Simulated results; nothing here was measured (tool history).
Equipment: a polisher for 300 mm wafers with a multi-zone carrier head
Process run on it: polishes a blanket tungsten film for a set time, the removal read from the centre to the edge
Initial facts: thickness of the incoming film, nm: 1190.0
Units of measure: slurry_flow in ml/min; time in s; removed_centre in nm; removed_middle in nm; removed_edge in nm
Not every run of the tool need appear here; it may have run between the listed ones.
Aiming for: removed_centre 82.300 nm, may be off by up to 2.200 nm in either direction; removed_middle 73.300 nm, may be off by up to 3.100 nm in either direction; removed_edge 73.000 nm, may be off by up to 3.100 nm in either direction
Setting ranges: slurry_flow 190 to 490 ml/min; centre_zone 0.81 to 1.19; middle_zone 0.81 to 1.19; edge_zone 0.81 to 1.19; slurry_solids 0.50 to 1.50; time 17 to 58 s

Run 1, day 0.000: slurry_flow 315 ml/min, centre_zone 1.00, middle_zone 1.00, edge_zone 1.00, slurry_solids 1.00, time 37 s. Result: removed_centre 131.900 nm, removed_middle 131.800 nm, removed_edge 135.120 nm.
Run 2, day 0.358: slurry_flow 315 ml/min, centre_zone 1.00, middle_zone 1.00, edge_zone 1.00, slurry_solids 1.20, time 37 s. Result: removed_centre 140.880 nm, removed_middle 138.330 nm, removed_edge 142.330 nm.
Run 3, day 0.442: slurry_flow 320 ml/min, centre_zone 1.02, middle_zone 0.99, edge_zone 0.97, slurry_solids 1.05, time 33 s. Result: removed_centre 120.810 nm, removed_middle 119.260 nm, removed_edge 117.540 nm.
Run 4, day 0.629: slurry_flow 320 ml/min, centre_zone 1.02, middle_zone 0.96, edge_zone 0.97, slurry_solids 1.05, time 33 s. Result: removed_centre 121.060 nm, removed_middle 116.630 nm, removed_edge 117.330 nm.
Run 5, day 0.800: slurry_flow 315 ml/min, centre_zone 1.03, middle_zone 0.92, edge_zone 0.95, slurry_solids 0.90, time 31 s. Result: removed_centre 110.260 nm, removed_middle 101.280 nm, removed_edge 106.860 nm.
Run 6, day 0.854: slurry_flow 265 ml/min, centre_zone 1.03, middle_zone 0.92, edge_zone 0.95, slurry_solids 0.90, time 31 s. Result: removed_centre 109.040 nm, removed_middle 97.696 nm, removed_edge 106.520 nm.
Run 7, day 1.054: slurry_flow 285 ml/min, centre_zone 1.04, middle_zone 0.91, edge_zone 0.92, slurry_solids 0.80, time 29 s. Result: removed_centre 100.570 nm, removed_middle 90.062 nm, removed_edge 94.101 nm.
Run 8, day 1.096: slurry_flow 290 ml/min, centre_zone 1.04, middle_zone 0.90, edge_zone 0.90, slurry_solids 0.70, time 28 s. Result: removed_centre 94.304 nm, removed_middle 82.183 nm, removed_edge 84.856 nm.
Run 9, day 1.329: slurry_flow 290 ml/min, centre_zone 1.03, middle_zone 0.89, edge_zone 0.88, slurry_solids 0.65, time 28 s. Result: removed_centre 91.996 nm, removed_middle 80.323 nm, removed_edge 86.816 nm.
Run 10, day 1.583: slurry_flow 295 ml/min, centre_zone 1.04, middle_zone 0.90, edge_zone 0.87, slurry_solids 0.60, time 27 s. Result: removed_centre 87.684 nm, removed_middle 75.291 nm, removed_edge 80.151 nm.
Run 11, day 1.888: slurry_flow 300 ml/min, centre_zone 1.04, middle_zone 0.92, edge_zone 0.86, slurry_solids 0.55, time 27 s. Result: removed_centre 86.490 nm, removed_middle 76.878 nm, removed_edge 79.459 nm.
Run 12, day 2.012: slurry_flow 300 ml/min, centre_zone 1.04, middle_zone 0.93, edge_zone 0.85, slurry_solids 0.55, time 27 s. Result: removed_centre 86.435 nm, removed_middle 77.605 nm, removed_edge 78.039 nm.

4 next moves are on the table. One of them brings every result within its allowed miss. Which?
Run A, day 2.138: slurry_flow 295 ml/min, centre_zone 1.19, middle_zone 0.94, edge_zone 0.83, slurry_solids 0.55, time 25 s. Result: removed_centre ?, removed_middle ?, removed_edge ?.
Run B, day 2.138: slurry_flow 305 ml/min, centre_zone 1.15, middle_zone 1.00, edge_zone 0.89, slurry_solids 0.50, time 27 s. Result: removed_centre ?, removed_middle ?, removed_edge ?.
Run C, day 2.138: slurry_flow 345 ml/min, centre_zone 1.03, middle_zone 0.91, edge_zone 0.82, slurry_solids 0.60, time 25 s. Result: removed_centre ?, removed_middle ?, removed_edge ?.
Run D, day 2.138: slurry_flow 260 ml/min, centre_zone 0.87, middle_zone 0.92, edge_zone 0.94, slurry_solids 0.65, time 30 s. Result: removed_centre ?, removed_middle ?, removed_edge ?.

move  removed_centre  removed_middle  removed_edge
   A          90.114          71.432        69.710
   B          92.224          79.649        76.006
   C          81.007          72.241        71.748
   D          80.864          86.604        91.274
A: its largest miss is bigger than the last run's
B: its largest miss is bigger than the last run's
C: every result within its allowed miss
D: corrects the largest miss of the last run, while another result sits out of spec
Answer: C

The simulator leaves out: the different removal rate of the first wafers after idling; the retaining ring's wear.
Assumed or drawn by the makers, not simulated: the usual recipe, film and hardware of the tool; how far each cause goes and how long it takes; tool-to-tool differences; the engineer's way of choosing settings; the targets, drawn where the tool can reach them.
